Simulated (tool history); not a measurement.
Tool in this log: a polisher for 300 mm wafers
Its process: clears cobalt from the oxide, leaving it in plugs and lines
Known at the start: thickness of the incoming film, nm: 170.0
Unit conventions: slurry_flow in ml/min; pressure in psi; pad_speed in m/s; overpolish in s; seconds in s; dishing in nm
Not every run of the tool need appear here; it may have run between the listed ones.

| run | hour | slurry_flow | pressure | pad_speed | overpolish | seconds | dishing |
|---|---|---|---|---|---|---|---|
| 1 | 0 | 300 | 2.1 | 0.98 | 27 | 38.058 | 53.325 |
| 2 | 6.7 | 300 | 2.1 | 0.98 | 35 | 38.852 | 57.999 |
| 3 | 13.3 | 300 | 2.1 | 0.98 | 31 | 38.132 | 55.916 |
| 4 | 14.7 | 300 | 2.1 | 0.98 | 25 | 38.304 | 52.811 |
| 5 | 20.6 | 360 | 2.1 | 0.98 | 25 | 37.44 | 52.351 |
| 6 | 28.5 | 360 | 2.1 | 1.16 | 25 | 33.401 | 54.361 |
| 7 | 32.5 | 360 | 1.9 | 1.14 | 28 | 37.44 | 54.742 |
| 8 | 35.5 | 360 | 1.8 | 1.14 | 29 | 39.019 | 54.461 |

For run 9, what comes out?
| 9 | 37.2 | 360 | 1.8 | 1.14 | 29 | ? | ? |

{"run 9": {"seconds": 39.928, "dishing": 53.606}}
